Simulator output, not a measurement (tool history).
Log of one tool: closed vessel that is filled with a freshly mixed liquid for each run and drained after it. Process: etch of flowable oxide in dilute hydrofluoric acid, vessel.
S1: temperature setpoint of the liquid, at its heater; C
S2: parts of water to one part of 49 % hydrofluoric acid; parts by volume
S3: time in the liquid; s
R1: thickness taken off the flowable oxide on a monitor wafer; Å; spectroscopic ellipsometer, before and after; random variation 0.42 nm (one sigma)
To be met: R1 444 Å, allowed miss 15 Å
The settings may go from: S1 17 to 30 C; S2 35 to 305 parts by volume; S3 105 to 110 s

run    day    S1   S2   S3      R1
  1      0    22  170  105  221.02
  2  0.308    22  170  105  215.31
  3  0.667    20  170  105  203.77
  4   0.75  23.5  170  105  228.67
  5  0.946  23.5  170  105  232.31
  6  1.154    25  155  105  278.02
  7  1.383    26  145  105  308.84
  8  1.654    27  140  105  331.64
  9  1.775    27  140  105  336.98
 10  1.908  27.5  135  105  353.33
 11  2.029    28  130  105  377.19
 12  2.254  28.5  125  105  394.06
 13  2.317    30  110  105  503.53
 14  2.654  29.5  110  105  476.61
 15  2.871    29  110  105  477.07
 16  3.088  28.5  110  105  469.86
 17  3.158    28  110  105  464.43

Which of these 4 next moves meets every target?
  A  3.229  26.5  105  110   ?
  B  3.229    30  115  105   ?
  C  3.229    30  125  110   ?
  D  3.229    27  105  110   ?

move      R1
   A   479.6
   B  469.45
   C  446.05
   D  488.76
A: further off than the last run
B: further off than the last run
C: meets every target
D: further off than the last run
Move C is the one to make.
